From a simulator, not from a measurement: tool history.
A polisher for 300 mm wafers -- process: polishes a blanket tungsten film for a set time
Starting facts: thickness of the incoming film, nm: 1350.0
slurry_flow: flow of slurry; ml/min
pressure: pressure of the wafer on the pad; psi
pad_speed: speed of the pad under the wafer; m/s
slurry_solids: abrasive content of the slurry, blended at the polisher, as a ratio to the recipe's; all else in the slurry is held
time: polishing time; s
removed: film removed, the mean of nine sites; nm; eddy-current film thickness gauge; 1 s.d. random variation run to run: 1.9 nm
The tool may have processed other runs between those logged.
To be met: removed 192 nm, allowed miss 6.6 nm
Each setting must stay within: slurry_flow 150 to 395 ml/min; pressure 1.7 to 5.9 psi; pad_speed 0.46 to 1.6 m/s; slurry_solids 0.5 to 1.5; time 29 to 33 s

run	hour	slurry_flow	pressure	pad_speed	slurry_solids	time	removed
1	0	250	3.8	1.02	1	33	138.81
2	4.3	250	4	1.02	1	33	150.97
3	10.5	250	4	1.24	1	33	172.96
4	15.4	250	4	1.24	1	33	176.84
5	21.9	250	4	1.12	1	33	162.15
6	29.9	250	4.1	1.12	1	33	165.1
7	35.7	250	4.2	1.12	1	33	171.06
8	37.7	255	4.4	1.12	1	33	177.96
9	39.1	255	4.6	1.12	1	33	184.26

Pick the move, out of 5, that brings all results within their allowed miss; only one does.
A	40.5	315	3.8	1.18	1.15	33	?
B	40.5	310	5.4	1.04	0.95	33	?
C	40.5	265	4.7	1.06	1	31	?
D	40.5	235	4.6	1.22	0.95	33	?
E	40.5	350	4.6	1.14	1	29	?

move	removed
A	175.02
B	206.22
C	171.75
D	195.31
E	173.15
A: its largest miss is bigger than the last run's
B: pushes the last run's worst result past its target
C: its largest miss is bigger than the last run's
D: all results land within tolerance of their targets
E: its largest miss is bigger than the last run's
D is the move that brings every result within its allowed miss.
